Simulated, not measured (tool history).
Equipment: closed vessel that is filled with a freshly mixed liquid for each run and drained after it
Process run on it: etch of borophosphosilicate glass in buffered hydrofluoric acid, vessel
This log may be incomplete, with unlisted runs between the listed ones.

run  hour  temperature setpoint of the liquid (C)  parts of 40 % ammonium fluoride to one part of 49 % hydrofluoric acid (parts by volume)  time in the liquid (s)  thickness taken off the borophosphosilicate glass on a monitor wafer (angstrom)
  1   0.0                                    23.0                                                                                      8.5                     105                                                                           3125.9
  2   4.8                                    22.5                                                                                      8.5                     105                                                                           3071.6
  3  13.9                                    22.0                                                                                      8.5                     105                                                                           2974.2
  4  18.5                                    22.0                                                                                      9.5                     105                                                                           2731.0
  5  23.5                                    21.5                                                                                      9.5                     105                                                                           2628.7
  6  29.9                                    21.0                                                                                      9.5                     105                                                                           2571.8
  7  33.0                                    20.5                                                                                      9.5                     105                                                                           2496.6
  8  36.9                                    20.0                                                                                      9.5                     105                                                                           2455.6
  9  39.0                                    19.5                                                                                      9.5                     105                                                                           2381.1

What will run 10 give?
 10  47.0                                    19.0                                                                                      9.5                     105                                                                                ?

Run 10 yielded thickness taken off the borophosphosilicate glass on a monitor wafer (angstrom) 2302.2.
